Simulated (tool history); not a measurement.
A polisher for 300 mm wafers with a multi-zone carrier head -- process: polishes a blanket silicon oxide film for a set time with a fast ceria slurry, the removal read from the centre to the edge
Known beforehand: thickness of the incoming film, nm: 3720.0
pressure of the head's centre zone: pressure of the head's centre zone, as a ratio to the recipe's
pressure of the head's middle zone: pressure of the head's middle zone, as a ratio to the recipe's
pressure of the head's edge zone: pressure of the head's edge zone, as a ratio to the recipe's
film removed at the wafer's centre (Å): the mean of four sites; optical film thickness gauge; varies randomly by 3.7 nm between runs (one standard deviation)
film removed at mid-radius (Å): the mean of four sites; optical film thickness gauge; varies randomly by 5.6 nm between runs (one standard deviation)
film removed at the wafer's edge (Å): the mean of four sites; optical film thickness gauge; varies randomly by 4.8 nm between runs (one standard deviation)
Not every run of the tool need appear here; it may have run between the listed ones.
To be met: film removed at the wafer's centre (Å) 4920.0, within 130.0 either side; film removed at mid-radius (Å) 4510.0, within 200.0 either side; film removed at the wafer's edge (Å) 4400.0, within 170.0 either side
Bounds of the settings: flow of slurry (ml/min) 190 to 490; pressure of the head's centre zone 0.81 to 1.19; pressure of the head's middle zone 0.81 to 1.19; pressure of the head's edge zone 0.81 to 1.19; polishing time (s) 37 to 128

run	hour	flow of slurry (ml/min)	pressure of the head's centre zone	pressure of the head's middle zone	pressure of the head's edge zone	polishing time (s)	film removed at the wafer's centre (Å)	film removed at mid-radius (Å)	film removed at the wafer's edge (Å)
1	0.0	315	1.00	1.00	1.00	82	6448.9	6507.5	6406.7
2	4.0	315	1.00	0.99	0.99	79	6124.1	5976.4	6124.9
3	7.8	315	1.00	0.99	0.98	77	5958.1	5919.2	5942.4
4	10.4	315	1.04	0.99	0.98	77	6305.1	6077.1	5977.2
5	12.7	320	1.04	0.99	0.97	75	6141.7	5819.1	5727.3
6	18.9	320	1.00	0.99	0.97	75	5893.5	5881.2	5779.3
7	21.0	325	1.00	0.98	0.96	73	5702.1	5484.2	5572.9
8	28.2	320	1.02	1.00	0.86	58	4633.7	4559.6	4252.5
9	31.7	325	1.02	1.00	0.86	58	4603.3	4557.6	4136.4
10	40.6	325	1.02	1.00	0.87	58	4679.1	4534.4	4334.1

Which one of the following 4 next-run settings gets every result inside its allowed miss? There is exactly one.
A	49.5	225	1.01	0.97	0.83	62	?	?	?
B	49.5	395	0.99	0.99	0.81	59	?	?	?
C	49.5	440	1.08	0.99	0.92	57	?	?	?
D	49.5	355	1.17	0.95	0.88	58	?	?	?

move	film removed at the wafer's centre (Å)	film removed at mid-radius (Å)	film removed at the wafer's edge (Å)
A	4669.9	4592.3	4326.7
B	4678.7	4733.5	4270.6
C	4927.4	4607.0	4396.1
D	5287.6	4450.8	4328.5
A: just as far off the targets as the last run
B: just as far off the targets as the last run
C: meets every target
D: pushes the last run's worst result past its target
So the answer is move C, the one that meets all the targets.

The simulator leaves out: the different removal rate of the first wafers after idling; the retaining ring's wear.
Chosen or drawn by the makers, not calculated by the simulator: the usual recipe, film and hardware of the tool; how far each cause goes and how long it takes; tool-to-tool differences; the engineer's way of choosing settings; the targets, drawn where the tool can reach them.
